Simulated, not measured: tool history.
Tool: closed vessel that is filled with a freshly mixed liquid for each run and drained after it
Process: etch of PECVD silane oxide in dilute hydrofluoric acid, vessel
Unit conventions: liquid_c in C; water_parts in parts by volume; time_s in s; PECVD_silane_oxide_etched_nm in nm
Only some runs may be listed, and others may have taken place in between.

run,hour,liquid_c,water_parts,time_s,PECVD_silane_oxide_etched_nm
1,0.0,22.0,55,110,76.078
2,6.1,22.0,55,110,75.804
3,9.0,21.0,60,110,65.962
4,12.0,21.0,50,110,81.008
5,20.4,21.0,50,110,79.786
6,29.1,21.0,70,110,55.939
7,35.3,20.0,75,110,50.150
8,41.8,19.5,75,110,48.758
9,46.0,19.0,75,110,48.324
10,49.9,18.5,75,110,47.176

For run 11, what comes out?
11,52.4,18.5,75,110,?

For run 11 the tool returned PECVD_silane_oxide_etched_nm 46.948 nm.
